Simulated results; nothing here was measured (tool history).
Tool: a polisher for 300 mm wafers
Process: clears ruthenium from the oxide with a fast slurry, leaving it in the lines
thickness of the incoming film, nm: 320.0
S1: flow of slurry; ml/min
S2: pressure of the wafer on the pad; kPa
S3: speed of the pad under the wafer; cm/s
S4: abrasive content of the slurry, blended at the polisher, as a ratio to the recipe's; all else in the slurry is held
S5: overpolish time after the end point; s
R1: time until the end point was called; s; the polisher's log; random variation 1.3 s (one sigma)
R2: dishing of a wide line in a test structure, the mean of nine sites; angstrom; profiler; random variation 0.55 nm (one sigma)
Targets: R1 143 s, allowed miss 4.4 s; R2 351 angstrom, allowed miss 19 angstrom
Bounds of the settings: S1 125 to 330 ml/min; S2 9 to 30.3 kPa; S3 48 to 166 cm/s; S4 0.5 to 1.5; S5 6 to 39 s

{"run": 1, "hour": 0.0, "S1": 210, "S2": 19.3, "S3": 106, "S4": 1, "S5": 20, "R1": 67.281, "R2": 473.03}
{"run": 2, "hour": 6.0, "S1": 165, "S2": 19.3, "S3": 106, "S4": 1, "S5": 20, "R1": 70.77, "R2": 466.76}
{"run": 3, "hour": 15.0, "S1": 160, "S2": 16.5, "S3": 102, "S4": 1, "S5": 20, "R1": 84.2, "R2": 425.73}
{"run": 4, "hour": 16.3, "S1": 155, "S2": 14.5, "S3": 98, "S4": 1, "S5": 21, "R1": 95.84, "R2": 403.56}
{"run": 5, "hour": 21.0, "S1": 155, "S2": 14.5, "S3": 98, "S4": 1.1, "S5": 21, "R1": 90.025, "R2": 426.25}
{"run": 6, "hour": 28.6, "S1": 150, "S2": 13.1, "S3": 92, "S4": 1.1, "S5": 21, "R1": 105.21, "R2": 395.89}
{"run": 7, "hour": 30.5, "S1": 150, "S2": 11.7, "S3": 90, "S4": 1.1, "S5": 21, "R1": 115.39, "R2": 373.43}
{"run": 8, "hour": 36.5, "S1": 145, "S2": 9, "S3": 82, "S4": 1.1, "S5": 24, "R1": 153.01, "R2": 334.73}

Which of these 4 next moves meets every target?
{"run": "A", "hour": 42.5, "S1": 130, "S2": 11, "S3": 78, "S4": 1.3, "S5": 22, "R1": "?", "R2": "?"}
{"run": "B", "hour": 42.5, "S1": 145, "S2": 9, "S3": 92, "S4": 1.2, "S5": 22, "R1": "?", "R2": "?"}
{"run": "C", "hour": 42.5, "S1": 130, "S2": 9.7, "S3": 112, "S4": 0.8, "S5": 22, "R1": "?", "R2": "?"}
{"run": "D", "hour": 42.5, "S1": 170, "S2": 10.3, "S3": 68, "S4": 1.45, "S5": 24, "R1": "?", "R2": "?"}

move=A R1=133.55 R2=348.98
move=B R1=132.03 R2=351.46
move=C R1=132.34 R2=350.95
move=D R1=144.15 R2=351.28
A: takes the result that was furthest off past its target
B: takes the result that was furthest off past its target
C: takes the result that was furthest off past its target
D: meets every target
Move D is the one to make.

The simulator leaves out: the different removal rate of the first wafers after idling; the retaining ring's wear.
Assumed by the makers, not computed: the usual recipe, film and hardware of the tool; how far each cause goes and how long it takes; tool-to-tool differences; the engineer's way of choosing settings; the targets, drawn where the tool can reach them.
